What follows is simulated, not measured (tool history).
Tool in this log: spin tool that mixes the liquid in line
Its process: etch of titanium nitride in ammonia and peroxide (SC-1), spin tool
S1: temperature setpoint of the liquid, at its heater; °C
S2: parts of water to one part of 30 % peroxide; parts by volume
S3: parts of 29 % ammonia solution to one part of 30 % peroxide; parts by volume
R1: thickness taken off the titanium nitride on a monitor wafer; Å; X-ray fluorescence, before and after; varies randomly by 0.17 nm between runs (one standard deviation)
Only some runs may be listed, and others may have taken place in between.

run 1 hour=0.0 | S1=54.0 S2=11.0 S3=0.75 time_under_the_liquid_(s)=70 | R1=65.120
run 2 hour=5.5 | S1=54.0 S2=11.0 S3=0.75 time_under_the_liquid_(s)=70 | R1=64.617
run 3 hour=7.8 | S1=51.0 S2=11.0 S3=0.75 time_under_the_liquid_(s)=70 | R1=52.698
run 4 hour=16.5 | S1=51.0 S2=11.0 S3=0.75 time_under_the_liquid_(s)=70 | R1=52.440
run 5 hour=23.1 | S1=56.5 S2=9.5 S3=0.75 time_under_the_liquid_(s)=70 | R1=82.259
run 6 hour=29.1 | S1=56.5 S2=9.5 S3=0.75 time_under_the_liquid_(s)=70 | R1=83.254

The next listed run, before its measurement:
run 7 hour=35.7 | S1=60.5 S2=8.5 S3=0.75 time_under_the_liquid_(s)=70 | R1=?

R1: 113.770 Å
